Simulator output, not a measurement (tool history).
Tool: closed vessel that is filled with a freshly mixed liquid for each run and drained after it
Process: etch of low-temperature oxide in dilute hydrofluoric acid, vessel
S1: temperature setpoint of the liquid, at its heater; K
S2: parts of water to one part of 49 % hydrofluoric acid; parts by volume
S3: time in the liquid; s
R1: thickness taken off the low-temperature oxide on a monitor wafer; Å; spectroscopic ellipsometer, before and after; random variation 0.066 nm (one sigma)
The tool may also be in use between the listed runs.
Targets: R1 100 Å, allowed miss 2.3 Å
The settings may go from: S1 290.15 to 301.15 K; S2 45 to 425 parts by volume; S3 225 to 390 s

| run | hour | S1 | S2 | S3 | R1 |
|---|---|---|---|---|---|
| 1 | 0 | 293.15 | 235 | 390 | 166.59 |
| 2 | 8.2 | 293.15 | 235 | 390 | 165.31 |
| 3 | 11.6 | 292.15 | 260 | 390 | 142.42 |
| 4 | 15.3 | 290.15 | 260 | 390 | 128.27 |
| 5 | 19.8 | 290.15 | 275 | 390 | 122.65 |
| 6 | 22.2 | 290.15 | 275 | 390 | 120.72 |
| 7 | 24.6 | 290.15 | 285 | 390 | 116.5 |
| 8 | 27.6 | 290.15 | 295 | 390 | 111.66 |
| 9 | 33.2 | 290.15 | 305 | 390 | 106.92 |
| 10 | 42.7 | 290.15 | 310 | 390 | 104.25 |
| 11 | 50.5 | 290.15 | 315 | 390 | 103.09 |

Which of these 4 next moves meets every target?
| A | 58.3 | 290.15 | 310 | 390 | ? |
| B | 58.3 | 290.65 | 315 | 390 | ? |
| C | 58.3 | 292.65 | 235 | 225 | ? |
| D | 58.3 | 290.15 | 320 | 390 | ? |

| move | R1 |
|---|---|
| A | 104.62 |
| B | 104.54 |
| C | 93.147 |
| D | 100.58 |
A: further off than the last run
B: further off than the last run
C: takes the result that was furthest off past its target
D: meets every target
Answer: D
